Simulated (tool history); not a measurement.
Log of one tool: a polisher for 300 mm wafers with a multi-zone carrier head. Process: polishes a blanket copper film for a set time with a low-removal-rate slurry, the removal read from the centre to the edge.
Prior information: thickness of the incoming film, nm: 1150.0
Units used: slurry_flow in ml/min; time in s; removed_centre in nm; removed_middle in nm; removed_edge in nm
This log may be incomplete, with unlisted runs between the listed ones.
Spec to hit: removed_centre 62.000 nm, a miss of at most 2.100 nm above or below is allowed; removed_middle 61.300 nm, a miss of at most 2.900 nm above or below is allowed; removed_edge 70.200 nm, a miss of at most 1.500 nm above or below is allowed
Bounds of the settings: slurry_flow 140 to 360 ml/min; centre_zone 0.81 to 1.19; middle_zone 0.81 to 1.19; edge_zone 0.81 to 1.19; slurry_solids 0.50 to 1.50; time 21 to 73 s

run 1 day=0.000 | slurry_flow=230 centre_zone=1.00 middle_zone=1.00 edge_zone=1.00 slurry_solids=1.00 time=47 | removed_centre=120.220 removed_middle=118.700 removed_edge=118.420
run 2 day=0.212 | slurry_flow=230 centre_zone=1.00 middle_zone=1.00 edge_zone=1.03 slurry_solids=1.00 time=47 | removed_centre=119.170 removed_middle=119.250 removed_edge=120.710
run 3 day=0.533 | slurry_flow=200 centre_zone=1.00 middle_zone=1.00 edge_zone=1.03 slurry_solids=1.00 time=47 | removed_centre=117.370 removed_middle=119.140 removed_edge=118.690
run 4 day=0.771 | slurry_flow=200 centre_zone=0.96 middle_zone=1.00 edge_zone=1.03 slurry_solids=1.00 time=47 | removed_centre=111.980 removed_middle=116.080 removed_edge=119.760
run 5 day=0.804 | slurry_flow=230 centre_zone=0.96 middle_zone=1.00 edge_zone=1.03 slurry_solids=1.00 time=47 | removed_centre=114.930 removed_middle=120.390 removed_edge=119.280
run 6 day=1.038 | slurry_flow=220 centre_zone=0.94 middle_zone=0.97 edge_zone=1.01 slurry_solids=0.90 time=44 | removed_centre=101.440 removed_middle=106.010 removed_edge=107.630
run 7 day=1.217 | slurry_flow=220 centre_zone=0.94 middle_zone=0.97 edge_zone=1.01 slurry_solids=0.90 time=44 | removed_centre=101.470 removed_middle=104.490 removed_edge=107.680
run 8 day=1.446 | slurry_flow=215 centre_zone=0.92 middle_zone=0.95 edge_zone=0.99 slurry_solids=0.85 time=42 | removed_centre=90.909 removed_middle=98.452 removed_edge=100.810
run 9 day=1.479 | slurry_flow=210 centre_zone=0.93 middle_zone=0.93 edge_zone=0.99 slurry_solids=0.80 time=40 | removed_centre=88.009 removed_middle=90.632 removed_edge=94.570
run 10 day=1.554 | slurry_flow=200 centre_zone=0.92 middle_zone=0.91 edge_zone=0.99 slurry_solids=0.75 time=39 | removed_centre=82.936 removed_middle=84.134 removed_edge=89.801
run 11 day=1.579 | slurry_flow=195 centre_zone=0.91 middle_zone=0.89 edge_zone=0.98 slurry_solids=0.70 time=38 | removed_centre=79.080 removed_middle=79.403 removed_edge=85.378
run 12 day=1.754 | slurry_flow=190 centre_zone=0.90 middle_zone=0.88 edge_zone=0.98 slurry_solids=0.65 time=37 | removed_centre=73.915 removed_middle=75.416 removed_edge=82.199
run 13 day=1.888 | slurry_flow=185 centre_zone=0.90 middle_zone=0.87 edge_zone=0.97 slurry_solids=0.65 time=37 | removed_centre=72.924 removed_middle=75.477 removed_edge=81.032
run 14 day=2.121 | slurry_flow=190 centre_zone=0.90 middle_zone=0.81 edge_zone=1.00 slurry_solids=0.50 time=30 | removed_centre=55.495 removed_middle=53.358 removed_edge=63.194
run 15 day=2.371 | slurry_flow=190 centre_zone=0.91 middle_zone=0.83 edge_zone=1.01 slurry_solids=0.50 time=30 | removed_centre=56.906 removed_middle=54.121 removed_edge=62.812
run 16 day=2.729 | slurry_flow=195 centre_zone=0.91 middle_zone=0.83 edge_zone=1.01 slurry_solids=0.55 time=30 | removed_centre=58.438 removed_middle=57.054 removed_edge=64.801
run 17 day=2.912 | slurry_flow=195 centre_zone=0.91 middle_zone=0.83 edge_zone=1.02 slurry_solids=0.55 time=30 | removed_centre=57.562 removed_middle=57.960 removed_edge=65.173

Which of these 4 next moves meets every target?
run A day=3.096 | slurry_flow=175 centre_zone=0.84 middle_zone=0.91 edge_zone=1.05 slurry_solids=0.75 time=29 | removed_centre=? removed_middle=? removed_edge=?
run B day=3.096 | slurry_flow=180 centre_zone=0.88 middle_zone=0.81 edge_zone=0.96 slurry_solids=0.90 time=30 | removed_centre=? removed_middle=? removed_edge=?
run C day=3.096 | slurry_flow=165 centre_zone=1.05 middle_zone=0.87 edge_zone=1.03 slurry_solids=0.50 time=29 | removed_centre=? removed_middle=? removed_edge=?
run D day=3.096 | slurry_flow=220 centre_zone=0.88 middle_zone=0.91 edge_zone=1.10 slurry_solids=0.80 time=24 | removed_centre=? removed_middle=? removed_edge=?

move=A removed_centre=54.801 removed_middle=62.258 removed_edge=67.728
move=B removed_centre=62.350 removed_middle=62.251 removed_edge=70.417
move=C removed_centre=61.487 removed_middle=54.035 removed_edge=60.363
move=D removed_centre=49.985 removed_middle=53.966 removed_edge=59.634
A: no nearer and no further than the last run
B: hits every target within its allowed miss
C: its largest miss is bigger than the last run's
D: its largest miss is bigger than the last run's
So the answer is move B, the one that meets all the targets.
